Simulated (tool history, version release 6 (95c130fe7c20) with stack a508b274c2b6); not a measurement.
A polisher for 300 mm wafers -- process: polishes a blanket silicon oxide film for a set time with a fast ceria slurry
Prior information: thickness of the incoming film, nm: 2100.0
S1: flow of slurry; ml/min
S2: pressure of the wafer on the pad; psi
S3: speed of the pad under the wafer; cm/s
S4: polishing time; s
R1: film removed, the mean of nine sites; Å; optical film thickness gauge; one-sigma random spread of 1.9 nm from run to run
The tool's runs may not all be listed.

run  hour   S1   S2  S3  S4      R1
  1     0  305  1.7  86  21  1698.7
  2     7  305  1.7  86  19  1543.5
  3  13.9  305  2.1  86  19  1870.3
  4  17.9  305  1.8  86  19  1604.5
  5  21.5  305  1.9  86  19  1710.7
  6  23.8  305    2  86  19  1779.9
  7  29.7  305  2.1  86  19  1886.8

Run 8 is up next; what results do you expect?
  8  38.1  310  2.3  86  19   ?

Run 8 gave R1 2049 Å.
